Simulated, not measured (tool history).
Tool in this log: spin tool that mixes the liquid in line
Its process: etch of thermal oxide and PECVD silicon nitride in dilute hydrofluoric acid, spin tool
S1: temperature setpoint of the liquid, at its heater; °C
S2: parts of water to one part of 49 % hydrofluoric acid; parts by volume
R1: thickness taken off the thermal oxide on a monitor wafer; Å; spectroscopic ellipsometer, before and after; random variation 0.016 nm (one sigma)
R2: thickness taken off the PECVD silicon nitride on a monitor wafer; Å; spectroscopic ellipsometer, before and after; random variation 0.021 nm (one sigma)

run 1 day=0.000 | S1=22.0 S2=300 time_under_the_liquid_(s)=180 | R1=19.9330 R2=24.468
run 2 day=0.183 | S1=22.0 S2=300 time_under_the_liquid_(s)=260 | R1=28.4190 R2=33.424
run 3 day=0.317 | S1=19.5 S2=300 time_under_the_liquid_(s)=260 | R1=25.9650 R2=29.801
run 4 day=0.612 | S1=19.5 S2=230 time_under_the_liquid_(s)=260 | R1=35.4880 R2=38.019
run 5 day=0.729 | S1=17.0 S2=230 time_under_the_liquid_(s)=260 | R1=32.5220 R2=31.487
run 6 day=0.983 | S1=17.5 S2=265 time_under_the_liquid_(s)=260 | R1=28.1370 R2=29.795
run 7 day=1.079 | S1=17.0 S2=385 time_under_the_liquid_(s)=225 | R1=15.1070 R2=17.143
run 8 day=1.308 | S1=21.0 S2=505 time_under_the_liquid_(s)=205 | R1=10.5050 R2=16.060
run 9 day=1.550 | S1=20.5 S2=510 time_under_the_liquid_(s)=205 | R1=10.8230 R2=15.130
run 10 day=1.608 | S1=20.5 S2=515 time_under_the_liquid_(s)=205 | R1=10.3190 R2=14.809
run 11 day=1.846 | S1=20.5 S2=520 time_under_the_liquid_(s)=205 | R1=10.2030 R2=14.381

Run 12, settings as shown, results not yet in. Your forecast:
run 12 day=2.054 | S1=20.5 S2=530 time_under_the_liquid_(s)=195 | R1=? R2=?

R1: 9.4281 Å
R2: 13.808 Å
